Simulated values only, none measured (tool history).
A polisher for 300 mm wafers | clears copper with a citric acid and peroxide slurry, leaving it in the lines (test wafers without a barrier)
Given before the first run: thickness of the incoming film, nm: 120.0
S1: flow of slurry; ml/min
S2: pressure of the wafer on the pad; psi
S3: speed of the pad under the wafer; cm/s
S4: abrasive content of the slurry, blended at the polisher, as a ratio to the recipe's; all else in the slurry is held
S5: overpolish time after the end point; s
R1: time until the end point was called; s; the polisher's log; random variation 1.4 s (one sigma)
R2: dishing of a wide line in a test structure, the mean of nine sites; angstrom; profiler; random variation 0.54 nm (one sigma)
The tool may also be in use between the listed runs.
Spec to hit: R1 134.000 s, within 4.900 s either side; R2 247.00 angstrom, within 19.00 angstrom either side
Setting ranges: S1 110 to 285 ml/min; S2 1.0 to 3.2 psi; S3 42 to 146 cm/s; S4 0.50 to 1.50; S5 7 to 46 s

run	hour	S1	S2	S3	S4	S5	R1	R2
1	0.0	180	2.1	94	1.00	24	90.743	228.67
2	8.6	180	2.1	94	1.15	24	86.701	238.22
3	16.2	180	1.6	94	1.15	24	105.200	200.02
4	20.0	175	1.5	94	1.15	27	108.940	218.93
5	23.1	175	1.4	94	1.15	29	112.750	214.67
6	27.2	175	1.4	94	1.35	29	109.840	226.59
7	32.9	175	1.3	92	1.35	31	115.450	222.16
8	41.2	170	1.2	92	1.35	33	120.980	228.69
9	49.8	165	1.2	92	1.35	34	121.230	222.03
10	58.0	165	1.2	92	1.35	36	122.520	245.76
11	65.2	160	1.2	92	1.35	37	124.570	255.30
12	72.1	155	1.2	92	1.35	37	123.100	258.92

Consider the 5 candidate settings below. Which is the only one whose results all fall within their allowed miss of target?
A	79.0	195	1.0	82	1.30	36	?	?
B	79.0	120	1.0	88	1.50	35	?	?
C	79.0	115	1.3	80	1.45	41	?	?
D	79.0	110	1.2	92	1.35	44	?	?
E	79.0	180	1.2	92	1.20	43	?	?

move	R1	R2
A	142.380	217.43
B	143.920	210.09
C	135.990	255.11
D	132.640	275.80
E	123.590	287.02
A: carries the result that was furthest off beyond its target, to the other side
B: carries the result that was furthest off beyond its target, to the other side
C: all results in spec
D: the worst result of the last run now meets its target, but another is out of spec
E: about the same distance from the targets as the last run
C meets every target.
